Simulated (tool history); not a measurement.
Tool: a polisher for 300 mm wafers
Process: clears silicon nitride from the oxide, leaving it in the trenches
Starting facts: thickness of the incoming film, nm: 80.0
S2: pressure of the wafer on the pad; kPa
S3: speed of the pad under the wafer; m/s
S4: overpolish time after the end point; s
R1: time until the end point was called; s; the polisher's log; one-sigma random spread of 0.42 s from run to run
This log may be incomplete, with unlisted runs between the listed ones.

Run 1, hour 0: flow of slurry (ml/min) 305, S2 16.5 kPa, S3 1.26 m/s, S4 32 s. Result: R1 63.88 s.
Run 2, hour 1.9: flow of slurry (ml/min) 305, S2 17.2 kPa, S3 1.26 m/s, S4 32 s. Result: R1 62.057 s.
Run 3, hour 9.6: flow of slurry (ml/min) 305, S2 17.2 kPa, S3 1.52 m/s, S4 32 s. Result: R1 51.58 s.
Run 4, hour 12.8: flow of slurry (ml/min) 305, S2 17.9 kPa, S3 1.52 m/s, S4 32 s. Result: R1 50.705 s.
Run 5, hour 21.5: flow of slurry (ml/min) 305, S2 18.6 kPa, S3 1.52 m/s, S4 32 s. Result: R1 49.942 s.
Run 6, hour 22.1: flow of slurry (ml/min) 305, S2 18.6 kPa, S3 1.52 m/s, S4 35 s. Result: R1 48.58 s.
Run 7, hour 26.6: flow of slurry (ml/min) 305, S2 19.3 kPa, S3 1.52 m/s, S4 35 s. Result: R1 47.299 s.
Run 8, hour 29.7: flow of slurry (ml/min) 305, S2 20 kPa, S3 1.52 m/s, S4 35 s. Result: R1 46.054 s.

Run 9, settings as shown, results not yet in. Your forecast:
Run 9, hour 37.6: flow of slurry (ml/min) 305, S2 20.7 kPa, S3 1.52 m/s, S4 35 s. Result: R1 ?.

Run 9 produced R1 44.264 s.
